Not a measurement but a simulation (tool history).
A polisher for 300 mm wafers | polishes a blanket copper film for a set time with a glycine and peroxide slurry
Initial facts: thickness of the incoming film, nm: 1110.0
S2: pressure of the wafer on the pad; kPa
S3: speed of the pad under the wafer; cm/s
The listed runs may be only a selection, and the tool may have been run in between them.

Run 1, hour 0: flow of slurry (ml/min) 165, S2 19.3 kPa, S3 84 cm/s, polishing time (s) 48. Result: film removed (angstrom) 2157.1.
Run 2, hour 2.5: flow of slurry (ml/min) 165, S2 19.3 kPa, S3 84 cm/s, polishing time (s) 43. Result: film removed (angstrom) 1969.3.
Run 3, hour 11.5: flow of slurry (ml/min) 170, S2 21.4 kPa, S3 84 cm/s, polishing time (s) 43. Result: film removed (angstrom) 2095.7.
Run 4, hour 13.9: flow of slurry (ml/min) 170, S2 23.4 kPa, S3 88 cm/s, polishing time (s) 43. Result: film removed (angstrom) 2240.5.
Run 5, hour 22: flow of slurry (ml/min) 170, S2 24.8 kPa, S3 92 cm/s, polishing time (s) 43. Result: film removed (angstrom) 2466.4.
Run 6, hour 29.7: flow of slurry (ml/min) 170, S2 22.8 kPa, S3 92 cm/s, polishing time (s) 43. Result: film removed (angstrom) 2296.

Run 7, settings as shown, results not yet in. Your forecast:
Run 7, hour 32.4: flow of slurry (ml/min) 170, S2 24.1 kPa, S3 96 cm/s, polishing time (s) 43. Result: film removed (angstrom) ?.

Run 7 came out at film removed (angstrom) 2479.2.
